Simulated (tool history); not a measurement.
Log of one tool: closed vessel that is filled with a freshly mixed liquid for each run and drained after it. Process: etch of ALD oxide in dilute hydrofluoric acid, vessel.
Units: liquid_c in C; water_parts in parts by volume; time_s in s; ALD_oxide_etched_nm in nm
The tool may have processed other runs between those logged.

run  hour  liquid_c  water_parts  time_s  ALD_oxide_etched_nm
  1   0.0      22.0          115      30               5.1152
  2   6.5      22.0          115      30               5.1535
  3  15.2      22.0          115      30               5.0818
  4  22.2      24.0          105      30               6.0682
  5  30.4      25.5          100      30               6.8523
  6  33.9      26.5           95      30               7.5324
  7  38.8      26.5           95      30               7.6019

What does the tool deliver on the next run?
  8  39.7      27.5           90      30                    ?

ALD_oxide_etched_nm: 8.3683 nm

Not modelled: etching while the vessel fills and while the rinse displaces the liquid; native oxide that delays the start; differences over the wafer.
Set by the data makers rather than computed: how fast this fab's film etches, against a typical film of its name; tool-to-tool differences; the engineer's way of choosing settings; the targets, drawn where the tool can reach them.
